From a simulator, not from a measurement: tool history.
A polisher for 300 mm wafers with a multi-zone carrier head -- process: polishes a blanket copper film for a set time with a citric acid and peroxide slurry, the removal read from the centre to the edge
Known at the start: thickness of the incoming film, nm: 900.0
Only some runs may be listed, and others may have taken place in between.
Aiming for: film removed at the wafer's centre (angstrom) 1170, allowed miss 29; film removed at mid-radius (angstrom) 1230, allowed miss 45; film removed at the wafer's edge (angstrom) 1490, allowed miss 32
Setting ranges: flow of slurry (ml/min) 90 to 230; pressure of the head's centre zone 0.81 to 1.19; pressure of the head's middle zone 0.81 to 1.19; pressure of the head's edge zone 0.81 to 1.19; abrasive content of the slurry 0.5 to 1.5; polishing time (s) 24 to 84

run    day  flow of slurry (ml/min)  pressure of the head's centre zone  pressure of the head's middle zone  pressure of the head's edge zone  abrasive content of the slurry  polishing time (s)  film removed at the wafer's centre (angstrom)  film removed at mid-radius (angstrom)  film removed at the wafer's edge (angstrom)
  1      0                      150                                   1                                   1                                 1                               1                  54                                         1440.3                                 1462.9                                       1545.6
  2  0.292                      150                                   1                                1.08                                 1                               1                  54                                         1441.4                                 1552.2                                       1548.5
  3  0.412                      150                                   1                                1.08                                 1                            0.85                  54                                         1397.1                                 1532.1                                       1517.5
  4  0.521                      140                                0.98                                1.05                              1.02                            0.85                  54                                         1338.8                                 1457.2                                       1510.4
  5  0.871                      140                                1.05                                1.05                              1.02                            0.85                  54                                         1472.5                                 1432.2                                       1505.2
  6  1.104                      130                                1.03                                1.03                              1.04                            0.85                  54                                         1396.4                                 1427.3                                       1502.1
     1.129  -- slurry nozzle cleaned
  7  1.129                      125                                1.01                                   1                              1.05                            0.85                  54                                         1468.9                                   1420                                       1561.9
  8  1.204                      125                                0.97                                0.97                              1.05                             0.8                  54                                         1368.4                                 1384.8                                       1539.9

Exactly one of the 5 candidate moves below puts every result within its allowed miss. Which one?
  A  1.279                      135                                0.84                                 1.1                              0.99                             0.6                  55                                              ?                                      ?                                            ?
  B  1.279                      110                                0.84                                0.85                              1.19                             0.8                  49                                              ?                                      ?                                            ?
  C  1.279                      100                                1.16                                0.84                              1.01                             0.7                  54                                              ?                                      ?                                            ?
  D  1.279                      120                                0.88                                0.89                              1.11                             0.8                  51                                              ?                                      ?                                            ?
  E  1.279                      145                                1.08                                0.82                              1.02                            1.15                  50                                              ?                                      ?                                            ?

move  film removed at the wafer's centre (angstrom)  film removed at mid-radius (angstrom)  film removed at the wafer's edge (angstrom)
   A                                         1165.3                                 1494.2                                       1457.6
   B                                         1051.4                                 1118.7                                       1445.8
   C                                         1533.4                                 1169.7                                         1435
   D                                         1167.1                                 1222.1                                       1476.1
   E                                         1564.5                                 1250.4                                       1537.6
A: brings the last run's worst result on target, with another outside its allowed miss
B: pushes the last run's worst result past its target
C: moves away from the targets compared with the last run
D: meets every target
E: moves away from the targets compared with the last run
Go with D: it meets all targets.
